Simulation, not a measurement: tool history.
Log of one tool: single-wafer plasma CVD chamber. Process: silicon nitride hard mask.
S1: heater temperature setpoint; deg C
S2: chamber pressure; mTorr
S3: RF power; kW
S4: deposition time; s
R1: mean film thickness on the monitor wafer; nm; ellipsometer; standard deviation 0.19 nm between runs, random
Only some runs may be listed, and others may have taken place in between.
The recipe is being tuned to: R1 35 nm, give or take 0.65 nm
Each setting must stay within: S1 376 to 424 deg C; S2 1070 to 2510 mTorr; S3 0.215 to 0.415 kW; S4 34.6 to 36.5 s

run,hour,S1,S2,S3,S4,R1
1,0,400,1790,0.315,36.5,45.256
2,6.2,400,2020,0.315,36.5,45.854
3,9.4,405,2020,0.315,36.5,45.477
4,16.8,405,2020,0.315,36.5,46.041
5,25.1,405,1920,0.29,36.1,41.191
6,30.8,405,1920,0.29,34.6,39.436
7,33.7,405,1920,0.29,34.6,39.801
8,41.2,406,1760,0.285,34.6,38.044
9,43.8,408,1680,0.285,34.6,37.885
10,50.7,409,1580,0.285,34.6,37.593
11,57.1,409,1490,0.28,34.6,36.115

5 next moves are on the table. One of them brings every result within its allowed miss. Which?
A,63.5,412,1260,0.26,35.7,?
B,63.5,411,1160,0.27,34.6,?
C,63.5,403,1540,0.28,34.9,?
D,63.5,415,1420,0.26,36.5,?
E,63.5,411,1690,0.255,34.6,?

move,R1
A,33.44
B,33.342
C,37.063
D,34.926
E,33.5
A: pushes the last run's worst result past its target
B: pushes the last run's worst result past its target
C: misses by more than the last run did
D: all results land within tolerance of their targets
E: pushes the last run's worst result past its target
Answer: D
